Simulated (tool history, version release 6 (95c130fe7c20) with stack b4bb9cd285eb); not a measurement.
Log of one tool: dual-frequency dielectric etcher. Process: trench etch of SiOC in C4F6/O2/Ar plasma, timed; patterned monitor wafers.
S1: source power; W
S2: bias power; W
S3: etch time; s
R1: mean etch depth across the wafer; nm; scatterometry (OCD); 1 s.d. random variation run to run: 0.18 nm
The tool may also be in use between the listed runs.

{"run": 1, "hour": 0.0, "S1": 290, "S2": 199, "S3": 17, "R1": 32.296}
{"run": 2, "hour": 3.3, "S1": 290, "S2": 199, "S3": 16, "R1": 30.046}
{"run": 3, "hour": 7.9, "S1": 290, "S2": 186, "S3": 16, "R1": 29.317}
{"run": 4, "hour": 12.9, "S1": 290, "S2": 186, "S3": 16, "R1": 29.373}
{"run": 5, "hour": 18.9, "S1": 310, "S2": 195, "S3": 16, "R1": 30.781}
{"run": 6, "hour": 19.9, "S1": 330, "S2": 203, "S3": 16, "R1": 32.065}
{"run": 7, "hour": 27.8, "S1": 350, "S2": 209, "S3": 16, "R1": 33.701}
{"run": 8, "hour": 35.0, "S1": 360, "S2": 210, "S3": 16, "R1": 33.595}
{"run": 9, "hour": 43.4, "S1": 370, "S2": 215, "S3": 16, "R1": 34.587}
{"run": 10, "hour": 47.1, "S1": 380, "S2": 217, "S3": 16, "R1": 35.398}

Run 11, settings as shown, results not yet in. Your forecast:
{"run": 11, "hour": 53.1, "S1": 380, "S2": 218, "S3": 16, "R1": "?"}

{"run 11": {"R1": 34.955}}

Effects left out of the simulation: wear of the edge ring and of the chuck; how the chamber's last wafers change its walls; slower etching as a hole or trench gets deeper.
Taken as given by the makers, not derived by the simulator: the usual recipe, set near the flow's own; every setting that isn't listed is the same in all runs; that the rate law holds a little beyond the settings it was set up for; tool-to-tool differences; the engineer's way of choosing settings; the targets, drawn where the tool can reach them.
